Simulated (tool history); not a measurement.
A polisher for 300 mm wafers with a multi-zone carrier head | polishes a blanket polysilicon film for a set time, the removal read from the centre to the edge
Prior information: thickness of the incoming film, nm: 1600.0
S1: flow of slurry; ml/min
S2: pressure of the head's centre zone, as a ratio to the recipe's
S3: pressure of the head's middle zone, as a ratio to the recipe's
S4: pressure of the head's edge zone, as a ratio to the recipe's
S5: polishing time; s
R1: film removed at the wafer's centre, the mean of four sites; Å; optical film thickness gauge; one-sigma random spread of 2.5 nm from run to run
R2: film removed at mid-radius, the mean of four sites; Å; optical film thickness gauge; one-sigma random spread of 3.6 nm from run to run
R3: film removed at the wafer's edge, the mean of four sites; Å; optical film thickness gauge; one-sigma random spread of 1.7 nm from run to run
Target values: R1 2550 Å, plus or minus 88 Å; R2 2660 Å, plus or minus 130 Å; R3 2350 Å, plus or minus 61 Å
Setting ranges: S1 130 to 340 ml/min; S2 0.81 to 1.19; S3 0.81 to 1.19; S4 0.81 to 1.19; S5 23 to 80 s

run 1 hour=0 | S1=220 S2=1 S3=1 S4=1 S5=51 | R1=4374.4 R2=4549.5 R3=4516
run 2 hour=8.3 | S1=215 S2=1.01 S3=1.01 S4=0.96 S5=45 | R1=3916.8 R2=4085 R3=3844.9
run 3 hour=13.7 | S1=210 S2=1 S3=1 S4=0.93 S5=41 | R1=3573.4 R2=3631.9 R3=3447
run 4 hour=19.5 | S1=210 S2=1.04 S3=1 S4=0.93 S5=41 | R1=3679.8 R2=3755.4 R3=3440.2
run 5 hour=27.4 | S1=205 S2=1.02 S3=1 S4=0.91 S5=38 | R1=3338.7 R2=3359.2 R3=3201.6
run 6 hour=30.6 | S1=205 S2=1.02 S3=1 S4=0.91 S5=43 | R1=3829.8 R2=3828.6 R3=3602.4
run 7 hour=31.1 | S1=210 S2=1.02 S3=1.01 S4=0.9 S5=39 | R1=3455.8 R2=3534.5 R3=3270.1
run 8 hour=38.7 | S1=210 S2=1.02 S3=1.02 S4=0.88 S5=36 | R1=3151.8 R2=3229.2 R3=2948
run 9 hour=40.3 | S1=210 S2=1.02 S3=1.02 S4=0.87 S5=34 | R1=3068.7 R2=3017.4 R3=2793.3

Which single option among these 4 for the next run brings every result within its allowed miss of target? Just one does.
run A hour=41.9 | S1=185 S2=0.81 S3=0.81 S4=1.11 S5=40 | R1=? R2=? R3=?
run B hour=41.9 | S1=220 S2=1 S3=1.02 S4=0.83 S5=29 | R1=? R2=? R3=?
run C hour=41.9 | S1=205 S2=1.01 S3=0.99 S4=0.89 S5=31 | R1=? R2=? R3=?
run D hour=41.9 | S1=195 S2=0.89 S3=1.02 S4=1.05 S5=38 | R1=? R2=? R3=?

move=A R1=2794.9 R2=3250.3 R3=3622.6
move=B R1=2587.8 R2=2724.3 R3=2336.2
move=C R1=2760.7 R2=2835.2 R3=2556
move=D R1=2952.5 R2=3504.4 R3=3364.5
A: the biggest miss grows against the last run
B: each result inside its tolerance
C: gains on the last run, yet a result remains outside its allowed miss
D: the biggest miss grows against the last run
So the answer is move B, the one that meets all the targets.
